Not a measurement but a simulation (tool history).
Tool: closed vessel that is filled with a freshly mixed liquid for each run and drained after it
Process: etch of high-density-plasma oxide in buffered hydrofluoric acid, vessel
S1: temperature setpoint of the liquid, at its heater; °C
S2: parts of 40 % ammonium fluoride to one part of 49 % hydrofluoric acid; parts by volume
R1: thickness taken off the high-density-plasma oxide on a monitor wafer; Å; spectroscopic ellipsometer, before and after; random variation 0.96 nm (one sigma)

Run 1, day 0.000: S1 24.0 °C, S2 22.5 parts by volume, time in the liquid (s) 85. Result: R1 798.93 Å.
Run 2, day 0.242: S1 25.0 °C, S2 22.5 parts by volume, time in the liquid (s) 85. Result: R1 858.06 Å.
Run 3, day 0.479: S1 25.5 °C, S2 22.5 parts by volume, time in the liquid (s) 85. Result: R1 878.04 Å.
Run 4, day 0.746: S1 23.0 °C, S2 22.5 parts by volume, time in the liquid (s) 85. Result: R1 755.68 Å.
Run 5, day 0.896: S1 24.0 °C, S2 22.5 parts by volume, time in the liquid (s) 85. Result: R1 812.11 Å.
Run 6, day 1.258: S1 25.0 °C, S2 22.5 parts by volume, time in the liquid (s) 85. Result: R1 846.76 Å.
Run 7, day 1.446: S1 26.0 °C, S2 22.5 parts by volume, time in the liquid (s) 85. Result: R1 901.56 Å.

Run 8 comes next. What will it give?
Run 8, day 1.750: S1 29.0 °C, S2 22.0 parts by volume, time in the liquid (s) 85. Result: R1 ?.

{"run 8": {"R1": 1083.1}}
